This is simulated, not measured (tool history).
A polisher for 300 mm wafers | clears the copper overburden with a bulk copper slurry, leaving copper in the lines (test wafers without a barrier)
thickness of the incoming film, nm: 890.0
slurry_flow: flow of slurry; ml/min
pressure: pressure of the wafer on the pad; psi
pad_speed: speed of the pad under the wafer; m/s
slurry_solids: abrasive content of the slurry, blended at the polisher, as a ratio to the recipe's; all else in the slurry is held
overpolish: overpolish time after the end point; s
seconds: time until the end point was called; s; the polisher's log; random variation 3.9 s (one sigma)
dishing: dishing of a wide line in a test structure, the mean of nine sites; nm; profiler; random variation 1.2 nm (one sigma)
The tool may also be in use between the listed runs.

run  hour  slurry_flow  pressure  pad_speed  slurry_solids  overpolish  seconds  dishing
  1     0          270       2.9          1              1          14    118.4   63.989
  2     3          270       2.9          1              1          18   117.67   73.964
  3   7.5          270       2.6       0.96              1          19   137.65    71.52
  4  11.1          270       2.6        1.2              1          19   106.09   82.623
  5  17.1          270         3        1.2              1          19   93.106   82.949
  6  23.9          270         3       1.36              1          19   83.433   89.674
  7  24.5          265       2.7       1.24              1          18   103.78   82.077
  8  32.1          265       2.4       1.16              1          17   121.94    70.28
  9  33.1          260       2.2        1.1              1          17   137.43   62.449
 10  38.1          260         2       1.04              1          18   159.61   61.149
 11  45.1          260       1.9       1.02              1          18   175.64   55.326
 12  48.4          260       1.8          1              1          19   177.94   58.663
 13  52.7          260       1.7       0.98              1          19   190.64   51.243
 14  57.9          260       1.6       0.96              1          20   206.69   51.508

The next listed run, before its measurement:
 15  62.9          260       1.5       0.96              1          21        ?        ?

Run 15 gave seconds 222.05 s, dishing 51.449 nm.
